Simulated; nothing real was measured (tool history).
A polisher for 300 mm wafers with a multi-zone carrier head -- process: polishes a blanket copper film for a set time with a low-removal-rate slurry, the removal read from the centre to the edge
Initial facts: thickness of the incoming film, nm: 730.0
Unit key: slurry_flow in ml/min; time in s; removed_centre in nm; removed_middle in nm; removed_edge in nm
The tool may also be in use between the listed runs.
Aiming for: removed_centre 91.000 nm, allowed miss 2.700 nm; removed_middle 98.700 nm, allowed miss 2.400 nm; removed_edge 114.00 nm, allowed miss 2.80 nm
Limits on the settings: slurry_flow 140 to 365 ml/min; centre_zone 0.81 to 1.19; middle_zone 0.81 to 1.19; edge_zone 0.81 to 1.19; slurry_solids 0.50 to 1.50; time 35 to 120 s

run  hour  slurry_flow  centre_zone  middle_zone  edge_zone  slurry_solids  time  removed_centre  removed_middle  removed_edge
  1   0.0          235         1.00         1.00       1.00           1.00    77         184.610         189.150        176.95
  2   2.0          220         0.95         0.96       1.02           0.90    70         155.180         159.660        158.77
  3   7.7          220         0.95         0.96       1.02           1.10    70         160.770         171.150        164.20
  4  10.1          220         0.95         0.96       1.07           1.10    70         161.870         168.410        171.12
     14.2  -- edge zone pressure recalibrated
  5  14.2          220         0.95         0.96       1.07           1.00    70         154.300         164.500        173.91
  6  19.7          205         0.92         0.93       1.05           0.90    65         136.420         146.240        155.08
  7  20.4          195         0.90         0.90       1.03           0.80    61         123.130         128.200        138.92
  8  24.5          185         0.88         0.89       1.02           0.75    59         112.970         121.220        132.12
  9  31.1          175         0.86         0.87       1.01           0.70    58         106.360         113.510        125.65
 10  35.0          170         0.85         0.86       1.01           0.65    58         102.220         110.330        123.33
 11  42.9          165         0.84         0.85       1.00           0.60    58          99.104         104.960        120.83
 12  48.6          160         0.83         0.85       0.99           0.60    58          98.460         105.880        118.14
 13  49.9          155         0.83         0.85       0.99           0.60    58          97.280         104.410        120.64
 14  52.4          155         0.83         0.85       0.98           0.60    58          98.866         105.080        119.40
 15  59.5          155         0.82         0.85       0.99           0.55    57          94.204         101.250        115.69
 16  64.2          150         0.82         0.85       0.99           0.55    57          92.073         102.010        114.60

Pick the move, out of 5, that brings all results within their allowed miss; only one does.
  A  68.9          160         0.82         0.93       1.02           0.50    57               ?               ?             ?
  B  68.9          140         0.83         0.89       0.99           0.70    55               ?               ?             ?
  C  68.9          145         0.88         0.90       1.14           0.55    53               ?               ?             ?
  D  68.9          140         0.83         0.99       1.06           0.50    56               ?               ?             ?
  E  68.9          140         0.90         0.99       1.12           0.55    53               ?               ?             ?

move  removed_centre  removed_middle  removed_edge
   A          90.678         107.760        114.59
   B          93.003         105.650        115.59
   C          90.412          97.975        113.78
   D          88.025         109.220        112.89
   E          91.814         105.490        112.15
A: lands further from the targets than the last run did
B: lands further from the targets than the last run did
C: every result within its allowed miss
D: lands further from the targets than the last run did
E: lands further from the targets than the last run did
C is the move that brings every result within its allowed miss.
